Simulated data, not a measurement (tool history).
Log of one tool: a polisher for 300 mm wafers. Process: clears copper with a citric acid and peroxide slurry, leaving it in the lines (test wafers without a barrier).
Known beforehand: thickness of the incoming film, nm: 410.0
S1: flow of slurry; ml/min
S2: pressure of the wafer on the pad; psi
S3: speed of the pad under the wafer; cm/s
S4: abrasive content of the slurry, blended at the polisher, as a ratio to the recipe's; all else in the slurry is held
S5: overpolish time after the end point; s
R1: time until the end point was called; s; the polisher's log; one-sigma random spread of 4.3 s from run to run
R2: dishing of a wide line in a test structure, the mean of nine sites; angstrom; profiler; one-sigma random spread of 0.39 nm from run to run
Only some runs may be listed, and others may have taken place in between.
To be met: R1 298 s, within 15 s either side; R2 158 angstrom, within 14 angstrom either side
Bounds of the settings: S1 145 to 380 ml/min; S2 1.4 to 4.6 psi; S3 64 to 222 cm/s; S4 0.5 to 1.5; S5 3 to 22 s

run 1 hour=0 | S1=245 S2=3 S3=142 S4=1 S5=11 | R1=122.45 R2=256.71
run 2 hour=9 | S1=245 S2=2.7 S3=132 S4=1 S5=12 | R1=144.89 R2=250.75
run 3 hour=12.4 | S1=245 S2=2.7 S3=162 S4=1 S5=12 | R1=119.13 R2=293.02
run 4 hour=14.3 | S1=245 S2=2.7 S3=162 S4=1 S5=9 | R1=124.53 R2=222.91
run 5 hour=22.5 | S1=245 S2=2.5 S3=150 S4=1 S5=10 | R1=138.31 R2=215.26
run 6 hour=25.8 | S1=195 S2=2.5 S3=150 S4=1 S5=10 | R1=141.17 R2=210.41
run 7 hour=27.2 | S1=185 S2=1.7 S3=110 S4=0.95 S5=15 | R1=264.86 R2=162.44
run 8 hour=30 | S1=185 S2=1.4 S3=108 S4=0.95 S5=16 | R1=322.43 R2=154.86

Which one of the following 4 next-run settings gets every result inside its allowed miss? There is exactly one.
run A hour=32.8 | S1=205 S2=1.5 S3=122 S4=0.95 S5=14 | R1=? R2=?
run B hour=32.8 | S1=145 S2=1.8 S3=110 S4=0.5 S5=15 | R1=? R2=?
run C hour=32.8 | S1=190 S2=1.4 S3=156 S4=0.6 S5=15 | R1=? R2=?
run D hour=32.8 | S1=240 S2=1.5 S3=124 S4=1 S5=16 | R1=? R2=?

move=A R1=268.98 R2=156.05
move=B R1=304.11 R2=149.93
move=C R1=256.53 R2=171.66
move=D R1=257.11 R2=181.56
A: takes the biggest miss from the last run beyond its target
B: every result lands within tolerance
C: takes the biggest miss from the last run beyond its target
D: takes the biggest miss from the last run beyond its target
The right move is B.
